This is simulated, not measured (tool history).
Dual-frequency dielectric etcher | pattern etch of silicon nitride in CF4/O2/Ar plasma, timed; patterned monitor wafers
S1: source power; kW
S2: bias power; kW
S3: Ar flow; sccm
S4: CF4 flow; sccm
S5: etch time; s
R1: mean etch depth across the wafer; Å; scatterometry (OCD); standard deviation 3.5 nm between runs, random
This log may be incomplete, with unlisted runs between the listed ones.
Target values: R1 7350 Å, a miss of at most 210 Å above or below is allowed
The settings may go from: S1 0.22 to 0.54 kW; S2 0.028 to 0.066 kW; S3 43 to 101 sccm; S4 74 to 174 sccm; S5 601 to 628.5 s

run  hour    S1     S2  S3   S4     S5      R1
  1     0  0.38  0.047  72  124    601  8887.2
  2   1.1  0.37  0.047  72  124    601  8711.9
  3   7.7  0.37  0.047  72  114    601  8610.7
  4  13.1  0.37  0.047  81  114    601  8566.2
  5  17.1  0.36  0.047  81  114    601  8333.2
  6  22.5  0.36  0.047  81  114  628.5  8798.2
  7  31.6  0.36  0.047  81  114  628.5  8715.5
  8  37.5  0.35  0.047  81  114  628.5  8503.9
  9  43.4  0.34  0.047  81  114  628.5  8411.1
 10    49  0.33  0.047  81  114  628.5  8188.1
 11  51.4  0.32  0.047  81  114  628.5  7932.2
 12  53.1   0.3  0.047  81  114  628.5  7586.4

Of the 5 settings listed for the next run, only one would bring every result within its allowed miss of target. Which one?
  A  54.8  0.33  0.042  72  123  628.5   ?
  B  54.8  0.32  0.042  79  129  628.5   ?
  C  54.8  0.29  0.045  82  107    601   ?
  D  54.8   0.3  0.053  83   91    601   ?
  E  54.8  0.26  0.054  95  126    601   ?

move      R1
   A  8044.4
   B  7841.2
   C  6952.2
   D    7403
   E  6826.8
A: moves away from the targets compared with the last run
B: moves away from the targets compared with the last run
C: takes the biggest miss from the last run beyond its target
D: every result within its allowed miss
E: takes the biggest miss from the last run beyond its target
Answer: D

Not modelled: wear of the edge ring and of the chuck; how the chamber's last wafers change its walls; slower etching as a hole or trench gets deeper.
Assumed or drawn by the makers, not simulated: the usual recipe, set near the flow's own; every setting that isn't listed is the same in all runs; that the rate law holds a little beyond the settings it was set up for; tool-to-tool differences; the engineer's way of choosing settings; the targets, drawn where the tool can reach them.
